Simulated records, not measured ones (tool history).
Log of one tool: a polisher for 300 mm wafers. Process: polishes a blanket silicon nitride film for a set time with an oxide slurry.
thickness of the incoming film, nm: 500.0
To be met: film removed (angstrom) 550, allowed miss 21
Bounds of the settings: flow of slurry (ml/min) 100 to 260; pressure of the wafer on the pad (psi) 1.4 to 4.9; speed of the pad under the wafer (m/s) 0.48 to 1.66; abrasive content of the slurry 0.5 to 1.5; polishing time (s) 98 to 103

run	hour	flow of slurry (ml/min)	pressure of the wafer on the pad (psi)	speed of the pad under the wafer (m/s)	abrasive content of the slurry	polishing time (s)	film removed (angstrom)
1	0	165	3.1	1.06	1	98	629.67
2	3.4	165	3.1	1.06	0.9	98	606.95
3	7.5	165	3.5	1.06	0.9	98	692.83
4	14.2	165	3.4	1.06	0.9	98	673.19
5	14.8	165	3.9	1.06	0.9	98	748.71
6	22.8	165	3.9	1.06	0.9	103	797.63
7	23.4	165	3.7	1.06	0.9	103	763.27
8	24.8	165	3.5	1.06	0.9	103	715.73
9	28.4	165	3.4	1.06	0.9	103	701.64
10	31.6	165	3.3	1.06	0.9	103	687.52
11	33.6	165	3.3	1.06	0.9	103	673.53
12	34.7	165	3.2	1.06	0.9	103	648.87
13	36.4	165	3.1	1.06	0.9	103	650.39
14	41	165	3	1.06	0.9	103	628.84
15	48	165	2.9	1.06	0.9	103	611.8

Which of these 4 next moves meets every target?
A	55	130	3.1	0.88	0.85	99	?
B	55	175	3.7	0.82	0.75	98	?
C	55	155	2.7	0.9	1	98	?
D	55	155	3.1	1.14	1	103	?

move	film removed (angstrom)
A	506.63
B	560.54
C	498.08
D	711.4
A: takes the result that was furthest off past its target
B: meets every target
C: takes the result that was furthest off past its target
D: further off than the last run
Answer: B

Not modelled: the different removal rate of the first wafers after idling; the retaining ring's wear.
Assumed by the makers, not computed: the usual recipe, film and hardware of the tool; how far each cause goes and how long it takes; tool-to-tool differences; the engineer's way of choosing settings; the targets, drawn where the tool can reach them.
